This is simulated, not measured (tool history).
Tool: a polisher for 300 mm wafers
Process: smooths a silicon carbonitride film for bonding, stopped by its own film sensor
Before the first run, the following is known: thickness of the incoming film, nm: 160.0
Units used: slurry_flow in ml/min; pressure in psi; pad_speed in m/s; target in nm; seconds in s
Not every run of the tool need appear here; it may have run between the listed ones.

run,day,slurry_flow,pressure,pad_speed,slurry_solids,target,seconds
1,0,250,2,1.16,1,147,54.475
2,0.375,250,2,1.34,1,147,47.869
3,0.742,250,2,1.18,1,147,52.643
4,0.929,250,1.7,1.18,1,147,62.592
5,1.017,250,1.5,1.16,1,147,70.14
6,1.317,250,1.4,1.14,1,147,77.826

Run 7 comes next. What will it give?
# day 1.512: slurry nozzle cleaned
7,1.512,250,1.3,1.14,1,147,?

seconds: 75.701 s
